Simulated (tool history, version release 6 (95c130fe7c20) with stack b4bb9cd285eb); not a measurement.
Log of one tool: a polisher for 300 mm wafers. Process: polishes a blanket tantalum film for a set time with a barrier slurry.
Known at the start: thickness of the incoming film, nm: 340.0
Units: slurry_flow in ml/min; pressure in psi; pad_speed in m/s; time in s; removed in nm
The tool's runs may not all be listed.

Run 1, hour 0.0: slurry_flow 130 ml/min, pressure 2.2 psi, pad_speed 1.24 m/s, slurry_solids 1.0, time 69 s. Result: removed 117.33 nm.
Run 2, hour 2.1: slurry_flow 130 ml/min, pressure 2.2 psi, pad_speed 1.24 m/s, slurry_solids 1.0, time 72 s. Result: removed 121.03 nm.
Run 3, hour 5.9: slurry_flow 130 ml/min, pressure 2.2 psi, pad_speed 1.24 m/s, slurry_solids 1.0, time 69 s. Result: removed 116.84 nm.
Run 4, hour 9.5: slurry_flow 130 ml/min, pressure 2.2 psi, pad_speed 1.24 m/s, slurry_solids 1.1, time 69 s. Result: removed 122.82 nm.
Run 5, hour 11.0: slurry_flow 135 ml/min, pressure 2.3 psi, pad_speed 1.24 m/s, slurry_solids 1.1, time 69 s. Result: removed 128.25 nm.
Run 6, hour 13.7: slurry_flow 135 ml/min, pressure 1.8 psi, pad_speed 1.24 m/s, slurry_solids 1.1, time 69 s. Result: removed 103.77 nm.
Run 7, hour 18.7: slurry_flow 140 ml/min, pressure 2.0 psi, pad_speed 1.24 m/s, slurry_solids 1.1, time 69 s. Result: removed 115.16 nm.
Run 8, hour 25.9: slurry_flow 170 ml/min, pressure 2.6 psi, pad_speed 1.26 m/s, slurry_solids 1.1, time 69 s. Result: removed 154.96 nm.
Run 9, hour 32.0: slurry_flow 170 ml/min, pressure 2.7 psi, pad_speed 1.26 m/s, slurry_solids 1.1, time 69 s. Result: removed 162.21 nm.

Forecast run 10:
Run 10, hour 40.4: slurry_flow 170 ml/min, pressure 2.8 psi, pad_speed 1.26 m/s, slurry_solids 1.1, time 69 s. Result: removed ?.

removed: 165.98 nm
